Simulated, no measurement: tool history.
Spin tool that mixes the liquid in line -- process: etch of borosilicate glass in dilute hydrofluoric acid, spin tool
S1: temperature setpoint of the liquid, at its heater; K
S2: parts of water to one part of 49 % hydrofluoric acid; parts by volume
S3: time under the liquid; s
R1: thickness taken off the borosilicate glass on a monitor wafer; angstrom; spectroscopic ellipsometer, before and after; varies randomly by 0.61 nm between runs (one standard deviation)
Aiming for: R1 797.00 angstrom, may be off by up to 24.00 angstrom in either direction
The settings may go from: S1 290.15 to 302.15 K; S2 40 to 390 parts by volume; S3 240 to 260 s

run,day,S1,S2,S3,R1
1,0.000,294.15,215,240,251.71
2,0.108,295.15,200,240,286.62
3,0.479,293.15,200,240,266.82
4,0.538,296.15,200,240,302.41
5,0.579,296.15,165,240,377.45
6,0.796,296.15,165,240,371.41
7,0.821,296.65,155,240,411.90
8,1.071,297.15,150,240,437.13
9,1.304,297.65,145,240,466.06
10,1.367,301.65,70,240,1235.20
11,1.504,301.15,70,240,1208.00
12,1.717,300.65,70,240,1191.30

4 candidate next runs follow, results not yet known. Just one meets every target within its allowed miss. Identify it.
A,1.929,302.15,95,240,?
B,1.929,299.15,80,240,?
C,1.929,300.65,110,240,?
D,1.929,302.15,110,250,?

move,R1
A,907.81
B,979.46
C,725.68
D,800.01
A: gains on the last run, yet a result remains outside its allowed miss
B: gains on the last run, yet a result remains outside its allowed miss
C: takes the biggest miss from the last run beyond its target
D: all results in spec
So the answer is move D, the one that meets all the targets.

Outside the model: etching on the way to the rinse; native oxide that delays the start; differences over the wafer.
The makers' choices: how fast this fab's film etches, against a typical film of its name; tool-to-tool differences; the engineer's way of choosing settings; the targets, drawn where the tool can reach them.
